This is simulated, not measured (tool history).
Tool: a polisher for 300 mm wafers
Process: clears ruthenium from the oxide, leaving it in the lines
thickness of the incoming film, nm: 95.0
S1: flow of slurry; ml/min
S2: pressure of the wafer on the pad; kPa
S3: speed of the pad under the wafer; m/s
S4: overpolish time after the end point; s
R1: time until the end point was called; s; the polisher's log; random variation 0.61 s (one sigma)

run,day,S1,S2,S3,S4,R1
1,0.000,205,14.5,0.98,12,96.281
2,0.058,210,15.9,0.98,12,87.747
3,0.300,210,15.9,1.18,12,76.420
4,0.446,210,15.9,1.00,12,85.469
5,0.554,215,16.5,1.00,12,82.176
6,0.654,215,17.2,1.00,12,77.720

Forecast run 7:
7,0.888,215,17.9,1.00,12,?

Run 7 gave R1 76.812 s.
